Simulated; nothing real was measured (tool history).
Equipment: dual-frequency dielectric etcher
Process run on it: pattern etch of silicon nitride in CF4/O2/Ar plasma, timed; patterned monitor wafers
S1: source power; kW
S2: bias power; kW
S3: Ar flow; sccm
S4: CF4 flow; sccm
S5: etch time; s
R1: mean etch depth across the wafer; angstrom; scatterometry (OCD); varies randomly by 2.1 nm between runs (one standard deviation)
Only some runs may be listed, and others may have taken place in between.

run 1 day=0.000 | S1=0.460 S2=0.050 S3=136 S4=137 S5=289.5 | R1=4730.8
run 2 day=0.100 | S1=0.430 S2=0.050 S3=136 S4=137 S5=289.5 | R1=4454.3
run 3 day=0.417 | S1=0.430 S2=0.050 S3=136 S4=137 S5=289.5 | R1=4391.5
run 4 day=0.671 | S1=0.430 S2=0.046 S3=136 S4=137 S5=289.5 | R1=4314.1
run 5 day=0.925 | S1=0.430 S2=0.046 S3=136 S4=137 S5=265.0 | R1=3943.6
run 6 day=0.958 | S1=0.420 S2=0.046 S3=136 S4=137 S5=265.0 | R1=3839.2
run 7 day=1.042 | S1=0.410 S2=0.046 S3=136 S4=137 S5=265.0 | R1=3775.2

Predict the results of run 8:
run 8 day=1.342 | S1=0.400 S2=0.046 S3=136 S4=137 S5=265.0 | R1=?

R1: 3729.4 angstrom
